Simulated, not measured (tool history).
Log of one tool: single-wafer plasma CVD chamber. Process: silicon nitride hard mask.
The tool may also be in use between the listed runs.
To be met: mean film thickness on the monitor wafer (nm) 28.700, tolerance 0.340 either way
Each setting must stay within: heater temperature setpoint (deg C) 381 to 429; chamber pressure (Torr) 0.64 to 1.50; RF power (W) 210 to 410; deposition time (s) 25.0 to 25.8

run  hour  heater temperature setpoint (deg C)  chamber pressure (Torr)  RF power (W)  deposition time (s)  mean film thickness on the monitor wafer (nm)
  1   0.0                                  405                     1.07           310                 25.0                                         27.290
  2   1.7                                  405                     1.12           310                 25.0                                         27.510
  3   7.2                                  405                     1.12           350                 25.0                                         30.163
  4   9.9                                  405                     1.07           350                 25.0                                         29.908
  5  15.0                                  405                     1.07           350                 25.8                                         30.662
  6  20.5                                  405                     1.00           350                 25.8                                         30.163
  7  28.6                                  405                     0.95           350                 25.8                                         29.663
  8  32.8                                  405                     0.92           350                 25.8                                         29.415
  9  37.6                                  405                     0.90           350                 25.8                                         29.371

Exactly one of the 5 candidate moves below puts every result within its allowed miss. Which one?
  A  42.4                                  400                     0.88           350                 25.4                                              ?
  B  42.4                                  405                     1.06           345                 25.5                                              ?
  C  42.4                                  407                     0.84           345                 25.5                                              ?
  D  42.4                                  406                     0.93           350                 25.7                                              ?
  E  42.4                                  420                     0.91           365                 25.2                                              ?

move  mean film thickness on the monitor wafer (nm)
   A                                         28.697
   B                                         29.901
   C                                         28.055
   D                                         29.409
   E                                         29.405
A: all results land within tolerance of their targets
B: the biggest miss grows against the last run
C: takes the biggest miss from the last run beyond its target
D: the biggest miss grows against the last run
E: the biggest miss grows against the last run
A meets every target.
